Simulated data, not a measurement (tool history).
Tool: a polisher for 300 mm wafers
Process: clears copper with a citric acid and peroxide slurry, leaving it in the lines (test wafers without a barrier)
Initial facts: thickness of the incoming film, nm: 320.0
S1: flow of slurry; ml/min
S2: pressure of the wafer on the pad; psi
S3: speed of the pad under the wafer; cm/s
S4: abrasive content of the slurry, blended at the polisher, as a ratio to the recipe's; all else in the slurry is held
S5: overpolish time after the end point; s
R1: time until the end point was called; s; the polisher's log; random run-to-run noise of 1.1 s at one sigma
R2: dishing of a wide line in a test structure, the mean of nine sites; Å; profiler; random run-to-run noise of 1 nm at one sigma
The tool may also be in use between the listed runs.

Run 1, day 0: S1 135 ml/min, S2 3.8 psi, S3 90 cm/s, S4 1, S5 23 s. Result: R1 135.98 s, R2 337.77 Å.
Run 2, day 0.254: S1 135 ml/min, S2 3.8 psi, S3 90 cm/s, S4 1, S5 33 s. Result: R1 136.84 s, R2 455.17 Å.
Run 3, day 0.338: S1 140 ml/min, S2 4.2 psi, S3 90 cm/s, S4 1, S5 29 s. Result: R1 128.61 s, R2 442.57 Å.
Run 4, day 0.438: S1 140 ml/min, S2 4.2 psi, S3 90 cm/s, S4 1.05, S5 29 s. Result: R1 125 s, R2 459.16 Å.
Run 5, day 0.483: S1 140 ml/min, S2 4.2 psi, S3 90 cm/s, S4 1.05, S5 24 s. Result: R1 124.52 s, R2 371.75 Å.
Run 6, day 0.783: S1 140 ml/min, S2 4.6 psi, S3 90 cm/s, S4 1.05, S5 23 s. Result: R1 118.76 s, R2 398.88 Å.
Run 7, day 0.962: S1 145 ml/min, S2 5 psi, S3 92 cm/s, S4 1.05, S5 21 s. Result: R1 105.81 s, R2 384.72 Å.
Run 8, day 1.15: S1 145 ml/min, S2 5.3 psi, S3 92 cm/s, S4 1.05, S5 21 s. Result: R1 103.29 s, R2 409.24 Å.
Run 9, day 1.267: S1 150 ml/min, S2 5.5 psi, S3 94 cm/s, S4 1.05, S5 20 s. Result: R1 97.505 s, R2 404.24 Å.

What will run 10 give?
Run 10, day 1.396: S1 150 ml/min, S2 5.6 psi, S3 96 cm/s, S4 1.05, S5 20 s. Result: R1 ?, R2 ?.

R1: 95.133 s
R2: 427.57 Å
